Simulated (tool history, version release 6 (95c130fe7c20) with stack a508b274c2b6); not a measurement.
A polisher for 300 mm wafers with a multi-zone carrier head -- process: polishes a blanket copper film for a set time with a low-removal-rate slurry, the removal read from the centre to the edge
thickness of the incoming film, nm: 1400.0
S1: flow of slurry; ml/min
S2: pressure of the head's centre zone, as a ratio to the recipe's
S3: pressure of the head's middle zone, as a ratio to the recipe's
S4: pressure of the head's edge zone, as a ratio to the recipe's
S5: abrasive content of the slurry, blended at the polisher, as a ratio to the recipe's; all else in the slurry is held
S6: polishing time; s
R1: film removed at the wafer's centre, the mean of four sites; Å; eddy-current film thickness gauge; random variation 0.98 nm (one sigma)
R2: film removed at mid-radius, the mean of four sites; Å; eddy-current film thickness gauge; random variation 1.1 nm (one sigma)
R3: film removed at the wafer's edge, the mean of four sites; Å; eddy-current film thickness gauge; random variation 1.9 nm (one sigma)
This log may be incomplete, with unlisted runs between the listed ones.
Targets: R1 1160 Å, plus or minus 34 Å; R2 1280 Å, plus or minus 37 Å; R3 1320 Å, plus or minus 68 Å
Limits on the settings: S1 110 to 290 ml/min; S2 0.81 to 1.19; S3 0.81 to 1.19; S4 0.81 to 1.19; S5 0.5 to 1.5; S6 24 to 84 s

run,hour,S1,S2,S3,S4,S5,S6,R1,R2,R3
1,0,185,1,1,1,1,54,1595.6,1645.1,1557.9
2,7.7,170,0.95,0.96,0.97,0.9,54,1506.6,1533,1516.7
3,15.4,170,0.95,0.96,0.93,0.9,54,1493.5,1508.4,1500.5
4,24.4,160,0.91,0.96,0.92,0.8,53,1318.5,1461,1398.3
5,27.3,160,0.91,0.96,0.92,0.9,53,1389.2,1458.2,1479.7
6,30.8,150,0.89,0.94,0.91,0.8,53,1300.2,1386.3,1453.7
7,37,150,0.89,0.94,0.91,0.8,53,1290.9,1403.7,1429.7
8,37.8,145,0.88,0.93,0.9,0.75,53,1246.6,1360.8,1336.3
9,42.3,135,0.87,0.92,0.9,0.75,53,1204.4,1313.3,1368.5
10,45.6,130,0.87,0.92,0.89,0.75,53,1207.7,1326,1357.5
11,49.4,125,0.87,0.92,0.88,0.75,53,1195.1,1285.5,1371.1

Which one of the following 4 next-run settings gets every result inside its allowed miss? There is exactly one.
A,53.2,190,0.91,0.92,0.87,0.6,51,?,?,?
B,53.2,140,0.92,0.92,0.91,0.5,57,?,?,?
C,53.2,110,0.81,0.84,0.91,1.05,54,?,?,?
D,53.2,110,0.86,0.91,0.82,0.65,56,?,?,?

move,R1,R2,R3
A,1264.5,1267.3,1295.4
B,1298.7,1295.5,1365.9
C,1192.3,1264.8,1460.9
D,1186,1264.4,1314.6
A: further off than the last run
B: further off than the last run
C: brings the result that was furthest off to its target, and leaves another outside
D: each result inside its tolerance
Go with D: it meets all targets.
